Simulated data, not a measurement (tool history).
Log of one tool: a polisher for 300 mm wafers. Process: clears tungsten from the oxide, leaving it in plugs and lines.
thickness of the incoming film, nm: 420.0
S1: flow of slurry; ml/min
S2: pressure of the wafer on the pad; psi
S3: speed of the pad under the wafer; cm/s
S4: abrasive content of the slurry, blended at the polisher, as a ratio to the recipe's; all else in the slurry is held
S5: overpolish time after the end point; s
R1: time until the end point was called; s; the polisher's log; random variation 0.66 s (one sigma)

run  hour   S1   S2   S3   S4  S5      R1
  1     0  170  3.1  118    1  26  102.66
  2   8.7  170  3.1  130    1  26  93.338
  3  11.3  175  3.3  130    1  26  86.945
  4    13  175  3.3  130  1.2  26  83.403
  5  13.8  145  3.3  130  1.2  26  84.893
  6    19  120  3.3  130  1.2  26  87.103
  7    27  125  3.4  130  1.2  26  85.733
  8  34.3  140  3.5  130  1.2  26  79.969
  9  36.8  150  3.6  130  1.2  26  76.476
 10  42.5  155  3.6  130  1.2  26  76.939
 11  49.3  160  3.6  130  1.2  26  76.394
 12  56.1  165  3.6  130  1.2  26  77.309

Run 13 is up next; what results do you expect?
 13  62.3  165  3.6  130  1.2  26   ?

R1: 77.286 s
